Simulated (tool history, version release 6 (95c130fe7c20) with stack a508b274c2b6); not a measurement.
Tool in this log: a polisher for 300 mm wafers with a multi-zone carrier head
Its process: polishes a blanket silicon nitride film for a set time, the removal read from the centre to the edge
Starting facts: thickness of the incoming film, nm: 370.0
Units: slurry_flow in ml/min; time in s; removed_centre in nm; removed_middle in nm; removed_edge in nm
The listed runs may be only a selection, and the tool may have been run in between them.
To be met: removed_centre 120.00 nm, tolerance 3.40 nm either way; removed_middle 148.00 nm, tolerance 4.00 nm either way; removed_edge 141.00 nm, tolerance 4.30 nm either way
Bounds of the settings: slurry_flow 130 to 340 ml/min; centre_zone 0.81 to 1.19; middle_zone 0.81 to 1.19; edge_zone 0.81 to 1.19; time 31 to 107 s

run	hour	slurry_flow	centre_zone	middle_zone	edge_zone	time	removed_centre	removed_middle	removed_edge
1	0.0	220	1.00	1.00	1.00	69	140.03	136.92	136.51
2	4.6	215	0.96	1.03	1.02	69	135.09	141.88	137.88
3	13.6	215	0.96	1.03	1.02	81	160.16	166.41	161.49
4	21.7	200	0.92	1.03	1.01	79	149.05	160.39	153.74
5	26.4	250	0.92	1.03	1.01	79	151.08	164.98	160.12
6	27.5	245	0.89	1.03	1.01	77	143.01	162.42	156.52
7	35.5	235	0.87	1.03	1.01	75	136.51	155.02	149.01
8	41.5	185	0.81	1.09	1.10	71	115.44	150.69	144.63

Which one of the following 5 next-run settings gets every result inside its allowed miss? There is exactly one.
A	47.5	170	0.81	1.15	1.17	71	?	?	?
B	47.5	220	0.81	1.08	1.18	71	?	?	?
C	47.5	160	0.87	1.12	1.10	70	?	?	?
D	47.5	165	0.83	1.16	1.19	67	?	?	?
E	47.5	195	0.81	1.12	1.14	68	?	?	?

move	removed_centre	removed_middle	removed_edge
A	116.25	156.34	148.31
B	120.27	152.79	152.55
C	121.49	149.45	140.89
D	111.77	148.04	140.78
E	113.46	148.90	141.97
A: the biggest miss grows against the last run
B: the furthest-off result lands on target, but another misses its tolerance
C: all results in spec
D: the biggest miss grows against the last run
E: the biggest miss grows against the last run
The move that meets every target is C.

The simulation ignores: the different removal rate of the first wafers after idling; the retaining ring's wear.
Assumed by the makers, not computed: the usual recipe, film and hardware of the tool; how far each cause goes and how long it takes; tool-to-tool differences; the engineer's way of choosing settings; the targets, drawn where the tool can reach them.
